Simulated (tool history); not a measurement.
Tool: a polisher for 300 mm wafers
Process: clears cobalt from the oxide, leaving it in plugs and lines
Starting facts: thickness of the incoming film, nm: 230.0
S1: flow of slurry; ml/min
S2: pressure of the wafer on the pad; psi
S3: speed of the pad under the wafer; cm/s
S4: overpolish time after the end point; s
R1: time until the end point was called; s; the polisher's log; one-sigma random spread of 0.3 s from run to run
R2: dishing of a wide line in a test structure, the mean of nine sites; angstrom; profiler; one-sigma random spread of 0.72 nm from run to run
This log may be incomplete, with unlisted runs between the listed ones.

run	hour	S1	S2	S3	S4	R1	R2
1	0	175	2.2	106	14	33.278	544.42
2	6.4	160	2.2	106	14	33.754	557.92
3	14	170	2.4	106	12	30.868	530.94
4	19.7	175	2.6	106	11	28.612	515.72
5	28.1	175	2.6	80	11	34.054	474.91
6	34.9	195	2.6	80	11	33.148	468.3
7	43.3	205	2.8	80	11	31.287	509.6

Run 8, settings as shown, results not yet in. Your forecast:
8	45.8	205	3	82	10	?	?

Run 8 yielded R1 28.953 s, R2 509.95 angstrom.
